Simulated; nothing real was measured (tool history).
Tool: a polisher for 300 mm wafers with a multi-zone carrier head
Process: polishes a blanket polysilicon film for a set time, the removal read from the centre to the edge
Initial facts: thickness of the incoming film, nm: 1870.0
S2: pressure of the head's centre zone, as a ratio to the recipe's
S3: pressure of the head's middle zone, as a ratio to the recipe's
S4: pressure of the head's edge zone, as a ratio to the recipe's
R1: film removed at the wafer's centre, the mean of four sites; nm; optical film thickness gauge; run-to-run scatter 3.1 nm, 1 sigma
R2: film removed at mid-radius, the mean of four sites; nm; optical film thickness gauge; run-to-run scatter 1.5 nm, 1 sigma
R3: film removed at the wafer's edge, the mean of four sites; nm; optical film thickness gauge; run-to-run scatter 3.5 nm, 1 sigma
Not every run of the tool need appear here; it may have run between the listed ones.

{"run": 1, "hour": 0.0, "flow of slurry (ml/min)": 135, "S2": 1.0, "S3": 1.0, "S4": 1.0, "polishing time (s)": 63, "R1": 477.16, "R2": 413.45, "R3": 412.9}
{"run": 2, "hour": 9.0, "flow of slurry (ml/min)": 135, "S2": 1.0, "S3": 1.0, "S4": 1.0, "polishing time (s)": 71, "R1": 545.28, "R2": 466.75, "R3": 469.89}
{"run": 3, "hour": 15.0, "flow of slurry (ml/min)": 135, "S2": 1.0, "S3": 1.0, "S4": 1.05, "polishing time (s)": 71, "R1": 538.58, "R2": 466.77, "R3": 485.66}
{"run": 4, "hour": 20.3, "flow of slurry (ml/min)": 135, "S2": 1.0, "S3": 0.93, "S4": 1.05, "polishing time (s)": 71, "R1": 529.09, "R2": 436.71, "R3": 493.61}
{"run": 5, "hour": 26.2, "flow of slurry (ml/min)": 135, "S2": 1.0, "S3": 0.93, "S4": 0.97, "polishing time (s)": 71, "R1": 533.85, "R2": 440.33, "R3": 484.76}
{"run": 6, "hour": 33.3, "flow of slurry (ml/min)": 160, "S2": 1.0, "S3": 0.93, "S4": 0.97, "polishing time (s)": 71, "R1": 556.29, "R2": 451.03, "R3": 479.16}
{"run": 7, "hour": 40.0, "flow of slurry (ml/min)": 155, "S2": 0.94, "S3": 0.83, "S4": 0.87, "polishing time (s)": 53, "R1": 389.1, "R2": 304.41, "R3": 348.33}
{"run": 8, "hour": 47.1, "flow of slurry (ml/min)": 145, "S2": 0.94, "S3": 0.83, "S4": 0.85, "polishing time (s)": 50, "R1": 360.59, "R2": 285.14, "R3": 315.66}
{"run": 9, "hour": 55.7, "flow of slurry (ml/min)": 130, "S2": 0.95, "S3": 0.82, "S4": 0.85, "polishing time (s)": 49, "R1": 350.93, "R2": 268.88, "R3": 305.09}
{"hour": 58.3, "done": "centre zone pressure recalibrated"}
{"run": 10, "hour": 58.3, "flow of slurry (ml/min)": 120, "S2": 0.95, "S3": 0.82, "S4": 0.84, "polishing time (s)": 49, "R1": 304.82, "R2": 267.47, "R3": 308.18}
{"run": 11, "hour": 62.9, "flow of slurry (ml/min)": 120, "S2": 0.97, "S3": 0.82, "S4": 0.83, "polishing time (s)": 47, "R1": 309.29, "R2": 254.52, "R3": 289.06}
{"run": 12, "hour": 67.4, "flow of slurry (ml/min)": 120, "S2": 0.99, "S3": 0.82, "S4": 0.82, "polishing time (s)": 47, "R1": 311.82, "R2": 254.95, "R3": 291.66}
{"run": 13, "hour": 75.3, "flow of slurry (ml/min)": 120, "S2": 0.99, "S3": 0.82, "S4": 0.82, "polishing time (s)": 47, "R1": 305.3, "R2": 259.11, "R3": 288.15}

Run 14, settings as shown, results not yet in. Your forecast:
{"run": 14, "hour": 77.4, "flow of slurry (ml/min)": 120, "S2": 0.99, "S3": 0.82, "S4": 0.82, "polishing time (s)": 47, "R1": "?", "R2": "?", "R3": "?"}

R1: 310.37 nm
R2: 257.59 nm
R3: 290.54 nm

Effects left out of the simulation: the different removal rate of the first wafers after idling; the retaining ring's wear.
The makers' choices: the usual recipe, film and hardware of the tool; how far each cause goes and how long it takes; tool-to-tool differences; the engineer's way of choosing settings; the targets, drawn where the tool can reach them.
